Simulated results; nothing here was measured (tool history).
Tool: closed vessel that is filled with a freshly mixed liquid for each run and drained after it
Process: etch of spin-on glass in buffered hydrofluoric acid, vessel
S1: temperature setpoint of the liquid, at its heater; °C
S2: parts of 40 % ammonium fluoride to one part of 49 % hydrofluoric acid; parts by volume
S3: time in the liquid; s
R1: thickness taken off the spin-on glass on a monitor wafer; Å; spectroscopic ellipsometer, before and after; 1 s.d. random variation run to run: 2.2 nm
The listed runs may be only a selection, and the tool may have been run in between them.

run  hour    S1    S2   S3      R1
  1   0.0  21.0  10.0  105  2453.5
  2   9.0  21.0  11.5  105  2133.7
  3  14.7  21.0  11.5  105  2164.2
  4  19.7  17.5  11.5  105  1797.0
  5  28.2  19.5  11.5  105  1967.9
  6  34.8  19.5  10.5  105  2158.0
  7  36.0  20.5  10.5  105  2303.2
  8  42.3  21.5  10.5  105  2416.4
  9  44.0  22.0  10.5  105  2496.2

Forecast run 10:
 10  51.7  22.5  10.5  105   ?

R1: 2546.6 Å
